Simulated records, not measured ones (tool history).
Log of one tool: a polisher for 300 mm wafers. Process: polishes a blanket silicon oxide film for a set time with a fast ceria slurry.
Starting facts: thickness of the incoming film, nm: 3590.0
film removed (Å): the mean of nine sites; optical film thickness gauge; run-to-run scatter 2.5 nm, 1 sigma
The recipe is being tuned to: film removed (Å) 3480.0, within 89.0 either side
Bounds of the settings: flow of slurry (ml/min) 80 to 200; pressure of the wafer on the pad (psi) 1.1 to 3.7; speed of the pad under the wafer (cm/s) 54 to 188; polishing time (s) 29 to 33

run	hour	flow of slurry (ml/min)	pressure of the wafer on the pad (psi)	speed of the pad under the wafer (cm/s)	polishing time (s)	film removed (Å)
1	0.0	130	2.4	120	33	5000.5
2	1.0	130	2.9	120	33	5976.1
3	7.1	125	2.6	120	33	5392.5
4	15.3	105	2.6	120	33	5220.0
5	21.1	115	2.6	120	33	5377.9
6	25.1	140	2.6	120	33	5498.4
7	29.3	135	2.4	120	33	5064.7
8	35.6	130	2.2	120	33	4614.2
9	38.4	125	2.1	120	33	4382.2
10	44.7	95	1.6	120	33	3186.1
11	52.9	100	1.6	120	33	3272.7
12	57.7	105	1.6	120	33	3292.4
13	63.9	110	1.6	120	33	3364.7
14	65.9	115	1.6	120	33	3377.0
15	74.4	120	1.6	120	33	3359.1
16	79.3	125	1.6	120	33	3404.8

Of the 4 settings listed for the next run, only one would bring every result within its allowed miss of target. Which one?
A	84.2	125	1.5	128	33	?
B	84.2	85	2.0	98	32	?
C	84.2	130	1.5	120	32	?
D	84.2	125	1.8	122	30	?

move	film removed (Å)
A	3343.8
B	3288.4
C	3110.2
D	3492.0
A: its largest miss is bigger than the last run's
B: its largest miss is bigger than the last run's
C: its largest miss is bigger than the last run's
D: all results land within tolerance of their targets
Answer: D

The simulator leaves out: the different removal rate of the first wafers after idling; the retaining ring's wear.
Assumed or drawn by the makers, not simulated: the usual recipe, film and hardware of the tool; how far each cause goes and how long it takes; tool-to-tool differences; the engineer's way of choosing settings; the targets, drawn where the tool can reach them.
